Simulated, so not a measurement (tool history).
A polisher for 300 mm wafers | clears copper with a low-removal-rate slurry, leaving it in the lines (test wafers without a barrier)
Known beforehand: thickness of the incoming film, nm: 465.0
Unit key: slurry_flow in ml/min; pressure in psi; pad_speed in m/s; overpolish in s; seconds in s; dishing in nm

run 1 hour=0 | slurry_flow=290 pressure=3.3 pad_speed=1.32 slurry_solids=1 overpolish=16 | seconds=84.455 dishing=60.343
run 2 hour=1.6 | slurry_flow=290 pressure=3 pad_speed=1.36 slurry_solids=1 overpolish=13 | seconds=86.897 dishing=49.591
run 3 hour=8.7 | slurry_flow=290 pressure=3 pad_speed=1.08 slurry_solids=1 overpolish=13 | seconds=107.89 dishing=39.925
run 4 hour=9.8 | slurry_flow=290 pressure=3 pad_speed=1.08 slurry_solids=1 overpolish=10 | seconds=107.85 dishing=32.31
run 5 hour=17.8 | slurry_flow=320 pressure=3 pad_speed=1.02 slurry_solids=1.15 overpolish=9 | seconds=109.63 dishing=29.817
run 6 hour=25.7 | slurry_flow=355 pressure=3.1 pad_speed=1 slurry_solids=1.25 overpolish=8 | seconds=109.1 dishing=26.932
run 7 hour=29.3 | slurry_flow=380 pressure=3.2 pad_speed=1 slurry_solids=1.3 overpolish=7 | seconds=104.22 dishing=23.814
run 8 hour=36.5 | slurry_flow=390 pressure=3.2 pad_speed=1 slurry_solids=1.3 overpolish=7 | seconds=103.5 dishing=24.043
run 9 hour=37.6 | slurry_flow=355 pressure=3.3 pad_speed=1.02 slurry_solids=1.3 overpolish=5 | seconds=100.36 dishing=17.738
run 10 hour=43 | slurry_flow=370 pressure=3.3 pad_speed=1.02 slurry_solids=1.3 overpolish=5 | seconds=101.13 dishing=18.119
run 11 hour=46.5 | slurry_flow=375 pressure=3.3 pad_speed=1.02 slurry_solids=1.3 overpolish=9 | seconds=100.88 dishing=31.888
run 12 hour=47.6 | slurry_flow=365 pressure=3.3 pad_speed=1.02 slurry_solids=1.3 overpolish=8 | seconds=100.09 dishing=27.779
run 13 hour=55 | slurry_flow=365 pressure=3.3 pad_speed=1.02 slurry_solids=1.25 overpolish=8 | seconds=102.04 dishing=27.333
run 14 hour=60.5 | slurry_flow=350 pressure=3.3 pad_speed=1.02 slurry_solids=1.3 overpolish=8 | seconds=101.94 dishing=27.418

Run 15 has not been measured yet. What should we expect?
-- hour=63.7 slurry blender recalibrated
run 15 hour=63.7 | slurry_flow=355 pressure=3.3 pad_speed=1.02 slurry_solids=1.25 overpolish=8 | seconds=? dishing=?

seconds: 99.633 s
dishing: 28.7 nm
